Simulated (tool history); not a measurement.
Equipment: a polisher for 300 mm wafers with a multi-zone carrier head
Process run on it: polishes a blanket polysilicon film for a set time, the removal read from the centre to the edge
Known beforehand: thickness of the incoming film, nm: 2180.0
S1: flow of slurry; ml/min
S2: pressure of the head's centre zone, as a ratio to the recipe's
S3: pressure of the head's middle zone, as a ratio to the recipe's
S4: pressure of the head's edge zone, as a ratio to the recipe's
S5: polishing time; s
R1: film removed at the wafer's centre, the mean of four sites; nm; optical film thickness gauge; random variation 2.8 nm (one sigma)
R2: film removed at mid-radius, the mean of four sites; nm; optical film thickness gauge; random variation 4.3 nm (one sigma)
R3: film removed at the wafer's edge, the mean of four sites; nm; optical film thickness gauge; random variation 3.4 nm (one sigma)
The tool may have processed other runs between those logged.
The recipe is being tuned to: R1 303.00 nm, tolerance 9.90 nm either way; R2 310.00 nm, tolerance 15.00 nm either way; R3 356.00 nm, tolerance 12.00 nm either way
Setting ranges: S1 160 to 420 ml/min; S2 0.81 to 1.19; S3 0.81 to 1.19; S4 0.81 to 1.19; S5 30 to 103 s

run 1 hour=0.0 | S1=270 S2=1.00 S3=1.00 S4=1.00 S5=66 | R1=664.62 R2=661.80 R3=676.86
run 2 hour=8.1 | S1=260 S2=0.98 S3=0.98 S4=0.99 S5=62 | R1=610.25 R2=622.77 R3=617.47
run 3 hour=10.9 | S1=260 S2=0.98 S3=0.98 S4=1.07 S5=62 | R1=603.95 R2=606.58 R3=649.44
run 4 hour=12.8 | S1=210 S2=0.98 S3=0.98 S4=1.07 S5=62 | R1=585.88 R2=593.23 R3=628.30
run 5 hour=20.9 | S1=210 S2=0.98 S3=1.04 S4=1.07 S5=62 | R1=578.17 R2=614.42 R3=644.09
run 6 hour=29.6 | S1=205 S2=0.96 S3=1.02 S4=1.07 S5=59 | R1=551.70 R2=582.77 R3=606.59
run 7 hour=30.1 | S1=200 S2=0.94 S3=1.00 S4=1.08 S5=56 | R1=502.34 R2=545.32 R3=571.38
run 8 hour=33.9 | S1=195 S2=0.93 S3=0.98 S4=1.09 S5=53 | R1=469.04 R2=511.57 R3=549.96
run 9 hour=35.3 | S1=190 S2=0.93 S3=0.96 S4=1.09 S5=51 | R1=455.98 R2=464.21 R3=523.84
run 10 hour=37.6 | S1=190 S2=0.92 S3=0.95 S4=1.08 S5=49 | R1=421.28 R2=451.17 R3=499.22
run 11 hour=39.4 | S1=170 S2=0.96 S3=0.85 S4=1.02 S5=31 | R1=277.11 R2=262.83 R3=298.72
run 12 hour=40.6 | S1=180 S2=0.95 S3=0.85 S4=1.03 S5=31 | R1=275.18 R2=258.23 R3=310.39
run 13 hour=45.0 | S1=190 S2=0.95 S3=0.86 S4=1.03 S5=31 | R1=281.12 R2=258.62 R3=309.58

Pick the move, out of 4, that brings all results within their allowed miss; only one does.
run A hour=49.4 | S1=160 S2=0.88 S3=0.85 S4=0.98 S5=38 | R1=? R2=? R3=?
run B hour=49.4 | S1=160 S2=0.92 S3=1.08 S4=0.91 S5=31 | R1=? R2=? R3=?
run C hour=49.4 | S1=160 S2=0.88 S3=1.05 S4=0.81 S5=32 | R1=? R2=? R3=?
run D hour=49.4 | S1=165 S2=0.83 S3=0.83 S4=1.02 S5=35 | R1=? R2=? R3=?

move=A R1=300.82 R2=310.61 R3=359.53
move=B R1=257.05 R2=306.30 R3=282.45
move=C R1=253.66 R2=309.16 R3=276.83
move=D R1=263.18 R2=282.88 R3=339.36
A: every result lands within tolerance
B: lands further from the targets than the last run did
C: lands further from the targets than the last run did
D: neither nearer nor further off than the last run
The right move is A.
